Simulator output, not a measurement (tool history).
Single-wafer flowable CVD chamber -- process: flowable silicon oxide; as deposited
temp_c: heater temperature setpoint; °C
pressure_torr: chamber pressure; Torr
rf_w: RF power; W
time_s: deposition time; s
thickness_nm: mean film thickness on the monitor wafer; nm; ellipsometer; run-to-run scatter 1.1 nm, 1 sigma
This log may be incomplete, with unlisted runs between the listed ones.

run    day  temp_c  pressure_torr  rf_w  time_s  thickness_nm
  1  0.000     105          0.894  2155     700        385.44
  2  0.358      96          0.894  2155     700        527.08
  3  0.654     102          0.894  2155     700        425.19
  4  0.825     107          0.893  2155     700        357.74
  5  1.071     101          0.893  2155     700        448.47
  6  1.171     106          0.892  2155     700        366.11

Estimate the outcome of run 7 from the log above:
  7  1.429     118          0.890  2155     700             ?

Run 7 gave thickness_nm 246.30 nm.

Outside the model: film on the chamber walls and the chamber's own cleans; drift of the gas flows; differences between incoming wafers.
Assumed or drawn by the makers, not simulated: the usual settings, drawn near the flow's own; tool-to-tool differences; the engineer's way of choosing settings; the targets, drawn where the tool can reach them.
